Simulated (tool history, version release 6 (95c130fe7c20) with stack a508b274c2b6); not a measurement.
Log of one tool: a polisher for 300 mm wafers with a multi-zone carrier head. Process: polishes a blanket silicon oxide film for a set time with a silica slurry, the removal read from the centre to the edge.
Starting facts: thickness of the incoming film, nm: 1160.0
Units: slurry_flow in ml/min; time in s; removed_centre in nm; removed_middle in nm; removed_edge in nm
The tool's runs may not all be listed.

{"run": 1, "day": 0.0, "slurry_flow": 240, "centre_zone": 1.0, "middle_zone": 1.0, "edge_zone": 1.0, "slurry_solids": 1.0, "time": 47, "removed_centre": 86.924, "removed_middle": 76.12, "removed_edge": 77.41}
{"run": 2, "day": 0.062, "slurry_flow": 235, "centre_zone": 1.0, "middle_zone": 1.0, "edge_zone": 0.97, "slurry_solids": 1.0, "time": 47, "removed_centre": 85.905, "removed_middle": 76.875, "removed_edge": 76.435}
{"run": 3, "day": 0.238, "slurry_flow": 235, "centre_zone": 1.0, "middle_zone": 1.0, "edge_zone": 0.94, "slurry_solids": 1.0, "time": 47, "removed_centre": 86.255, "removed_middle": 78.228, "removed_edge": 74.198}
{"run": 4, "day": 0.412, "slurry_flow": 230, "centre_zone": 1.0, "middle_zone": 0.98, "edge_zone": 0.93, "slurry_solids": 1.0, "time": 47, "removed_centre": 86.747, "removed_middle": 75.331, "removed_edge": 74.318}
{"day": 0.662, "done": "centre zone pressure recalibrated"}
{"run": 5, "day": 0.662, "slurry_flow": 230, "centre_zone": 1.0, "middle_zone": 0.98, "edge_zone": 0.93, "slurry_solids": 1.0, "time": 55, "removed_centre": 90.037, "removed_middle": 89.15, "removed_edge": 87.085}
{"run": 6, "day": 0.729, "slurry_flow": 240, "centre_zone": 1.0, "middle_zone": 0.97, "edge_zone": 0.92, "slurry_solids": 0.95, "time": 54, "removed_centre": 86.392, "removed_middle": 83.26, "removed_edge": 81.45}
{"run": 7, "day": 0.783, "slurry_flow": 240, "centre_zone": 1.01, "middle_zone": 0.96, "edge_zone": 0.91, "slurry_solids": 0.95, "time": 53, "removed_centre": 85.114, "removed_middle": 81.437, "removed_edge": 79.283}

What will run 8 give?
{"run": 8, "day": 0.896, "slurry_flow": 230, "centre_zone": 1.08, "middle_zone": 0.91, "edge_zone": 0.81, "slurry_solids": 0.7, "time": 53, "removed_centre": "?", "removed_middle": "?", "removed_edge": "?"}

Run 8 gave removed_centre 68.605 nm, removed_middle 58.769 nm, removed_edge 56.945 nm.

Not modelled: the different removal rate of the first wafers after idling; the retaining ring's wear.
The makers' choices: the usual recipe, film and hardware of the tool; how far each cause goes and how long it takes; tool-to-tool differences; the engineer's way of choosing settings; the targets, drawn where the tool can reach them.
